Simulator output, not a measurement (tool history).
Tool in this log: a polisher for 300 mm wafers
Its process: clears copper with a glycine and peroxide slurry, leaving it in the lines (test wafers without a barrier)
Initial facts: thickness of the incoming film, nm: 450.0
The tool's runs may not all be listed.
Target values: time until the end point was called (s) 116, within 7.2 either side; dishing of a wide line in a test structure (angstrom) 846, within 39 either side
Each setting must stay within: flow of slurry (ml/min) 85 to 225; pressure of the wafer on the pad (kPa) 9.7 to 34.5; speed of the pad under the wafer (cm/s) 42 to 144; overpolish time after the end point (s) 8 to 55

run  hour  flow of slurry (ml/min)  pressure of the wafer on the pad (kPa)  speed of the pad under the wafer (cm/s)  overpolish time after the end point (s)  time until the end point was called (s)  dishing of a wide line in a test structure (angstrom)
  1     0                      145                                    22.1                                       92                                       28                                   80.879                                                 812.88
  2   5.3                      145                                    21.4                                       92                                       29                                   86.593                                                 823.51
  3   9.8                      145                                    24.1                                       92                                       29                                   75.843                                                 910.19
  4  10.6                      145                                    23.4                                       92                                       30                                   78.728                                                 888.79
  5  14.4                      145                                    23.4                                       92                                       34                                   80.401                                                  953.9
  6  17.6                      145                                    22.8                                       92                                       35                                   79.832                                                 969.77
  7  20.9                      145                                    22.1                                       92                                       36                                   82.239                                                 986.05
  8  23.1                      145                                    21.4                                       92                                       36                                   84.347                                                 947.71
  9  30.5                      145                                    20.7                                       92                                       37                                   90.799                                                 954.59
 10  37.9                      145                                      20                                       92                                       37                                   89.276                                                 920.32
 11  43.3                      145                                    19.3                                       92                                       38                                   94.405                                                 937.91
 12  48.1                      145                                    18.6                                       92                                       38                                   95.298                                                 902.87
 13    57                      145                                    17.9                                       92                                       38                                   99.982                                                 895.96
 14  65.6                      135                                    14.5                                       90                                       40                                   119.44                                                 785.87

Of the 4 settings listed for the next run, only one would bring every result within its allowed miss of target. Which one?
  A  74.2                      135                                    14.5                                       88                                       34                                        ?                                                      ?
  B  74.2                      140                                    13.1                                      102                                       43                                        ?                                                      ?
  C  74.2                      120                                    13.1                                      100                                       39                                        ?                                                      ?
  D  74.2                      110                                    13.8                                      100                                       36                                        ?                                                      ?

move  time until the end point was called (s)  dishing of a wide line in a test structure (angstrom)
   A                                   122.61                                                 683.91
   B                                   117.58                                                 820.33
   C                                    122.4                                                 747.14
   D                                   119.48                                                 720.06
A: lands further from the targets than the last run did
B: every result within its allowed miss
C: lands further from the targets than the last run did
D: lands further from the targets than the last run did
So the answer is move B, the one that meets all the targets.

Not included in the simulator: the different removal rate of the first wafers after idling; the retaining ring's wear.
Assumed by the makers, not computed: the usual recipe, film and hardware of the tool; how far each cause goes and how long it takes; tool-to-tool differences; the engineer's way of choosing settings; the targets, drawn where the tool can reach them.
